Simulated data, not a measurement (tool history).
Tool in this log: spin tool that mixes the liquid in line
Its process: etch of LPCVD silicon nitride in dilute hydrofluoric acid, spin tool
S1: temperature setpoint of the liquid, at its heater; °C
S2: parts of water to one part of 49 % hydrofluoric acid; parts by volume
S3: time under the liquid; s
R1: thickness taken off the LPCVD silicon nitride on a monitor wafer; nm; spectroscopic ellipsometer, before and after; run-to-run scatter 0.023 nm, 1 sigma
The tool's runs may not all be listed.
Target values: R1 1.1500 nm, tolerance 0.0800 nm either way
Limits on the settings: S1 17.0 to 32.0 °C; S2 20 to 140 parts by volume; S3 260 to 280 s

{"run": 1, "hour": 0.0, "S1": 24.0, "S2": 75, "S3": 260, "R1": 1.8972}
{"run": 2, "hour": 1.7, "S1": 27.5, "S2": 75, "S3": 260, "R1": 2.515}
{"run": 3, "hour": 8.8, "S1": 25.0, "S2": 75, "S3": 260, "R1": 2.122}
{"run": 4, "hour": 14.2, "S1": 25.0, "S2": 75, "S3": 260, "R1": 2.1387}
{"run": 5, "hour": 22.4, "S1": 23.0, "S2": 80, "S3": 260, "R1": 1.6897}
{"run": 6, "hour": 30.2, "S1": 20.0, "S2": 80, "S3": 260, "R1": 1.4273}
{"run": 7, "hour": 33.4, "S1": 19.5, "S2": 80, "S3": 260, "R1": 1.3787}
{"run": 8, "hour": 34.3, "S1": 19.0, "S2": 80, "S3": 260, "R1": 1.2944}
{"run": 9, "hour": 34.9, "S1": 18.5, "S2": 80, "S3": 260, "R1": 1.3121}
{"run": 10, "hour": 38.7, "S1": 18.0, "S2": 80, "S3": 260, "R1": 1.2479}

5 next moves are on the table. One of them brings every result within its allowed miss. Which?
{"run": "A", "hour": 42.5, "S1": 17.5, "S2": 85, "S3": 270, "R1": "?"}
{"run": "B", "hour": 42.5, "S1": 17.5, "S2": 70, "S3": 280, "R1": "?"}
{"run": "C", "hour": 42.5, "S1": 18.0, "S2": 70, "S3": 270, "R1": "?"}
{"run": "D", "hour": 42.5, "S1": 19.0, "S2": 85, "S3": 270, "R1": "?"}
{"run": "E", "hour": 42.5, "S1": 18.5, "S2": 75, "S3": 280, "R1": "?"}

move=A R1=1.1368
move=B R1=1.4234
move=C R1=1.4215
move=D R1=1.2616
move=E R1=1.4275
A: all results in spec
B: lands further from the targets than the last run did
C: lands further from the targets than the last run did
D: lands further from the targets than the last run did
E: lands further from the targets than the last run did
A is the move that brings every result within its allowed miss.

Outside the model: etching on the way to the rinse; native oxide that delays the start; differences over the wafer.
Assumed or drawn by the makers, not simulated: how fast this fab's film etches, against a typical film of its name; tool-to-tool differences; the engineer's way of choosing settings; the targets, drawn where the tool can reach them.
